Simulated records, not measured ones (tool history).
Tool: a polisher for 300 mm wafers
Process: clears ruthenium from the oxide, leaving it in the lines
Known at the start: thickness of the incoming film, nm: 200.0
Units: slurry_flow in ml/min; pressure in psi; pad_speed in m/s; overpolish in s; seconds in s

Run 1, day 0.000: slurry_flow 315 ml/min, pressure 2.6 psi, pad_speed 1.18 m/s, overpolish 22 s. Result: seconds 116.09 s.
Run 2, day 0.171: slurry_flow 315 ml/min, pressure 2.4 psi, pad_speed 1.18 m/s, overpolish 22 s. Result: seconds 124.52 s.
Run 3, day 0.492: slurry_flow 315 ml/min, pressure 2.3 psi, pad_speed 1.18 m/s, overpolish 22 s. Result: seconds 127.95 s.
Run 4, day 0.717: slurry_flow 315 ml/min, pressure 2.2 psi, pad_speed 1.18 m/s, overpolish 22 s. Result: seconds 132.95 s.
Run 5, day 1.012: slurry_flow 270 ml/min, pressure 2.2 psi, pad_speed 1.18 m/s, overpolish 22 s. Result: seconds 135.31 s.
Run 6, day 1.279: slurry_flow 270 ml/min, pressure 2.1 psi, pad_speed 1.18 m/s, overpolish 22 s. Result: seconds 137.25 s.
Run 7, day 1.558: slurry_flow 270 ml/min, pressure 2.0 psi, pad_speed 1.18 m/s, overpolish 22 s. Result: seconds 142.26 s.
Run 8, day 1.621: slurry_flow 270 ml/min, pressure 1.9 psi, pad_speed 1.18 m/s, overpolish 22 s. Result: seconds 150.76 s.

Forecast run 9:
Run 9, day 1.725: slurry_flow 270 ml/min, pressure 1.7 psi, pad_speed 1.18 m/s, overpolish 22 s. Result: seconds ?.

Run 9 gave seconds 158.52 s.
